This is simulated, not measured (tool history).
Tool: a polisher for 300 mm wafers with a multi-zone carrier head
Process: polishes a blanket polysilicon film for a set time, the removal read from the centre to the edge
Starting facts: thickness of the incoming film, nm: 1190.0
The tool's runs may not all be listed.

| run | hour | flow of slurry (ml/min) | pressure of the head's centre zone | pressure of the head's middle zone | pressure of the head's edge zone | polishing time (s) | film removed at the wafer's centre (nm) | film removed at mid-radius (nm) | film removed at the wafer's edge (nm) |
|---|---|---|---|---|---|---|---|---|---|
| 1 | 0 | 180 | 1 | 1 | 1 | 58 | 381.28 | 400.06 | 387.17 |
| 2 | 1.2 | 180 | 1 | 0.96 | 1 | 58 | 372.74 | 383.14 | 391.45 |
| 3 | 3.9 | 155 | 1 | 0.96 | 1 | 58 | 368.97 | 376.82 | 377.66 |
| 4 | 11.2 | 175 | 1 | 0.96 | 1 | 58 | 376.88 | 380.49 | 383.78 |
| 5 | 15.2 | 175 | 1 | 0.96 | 1.06 | 58 | 369.97 | 387.27 | 393.39 |
| 6 | 20.6 | 165 | 0.98 | 1.01 | 1.04 | 55 | 340 | 375.19 | 374.91 |

Run 7 has not been measured yet. What should we expect?
| 7 | 23.6 | 160 | 0.97 | 1.06 | 0.99 | 53 | ? | ? | ? |

{"run 7": {"film removed at the wafer's centre (nm)": 331.54, "film removed at mid-radius (nm)": 369.91, "film removed at the wafer's edge (nm)": 346.75}}
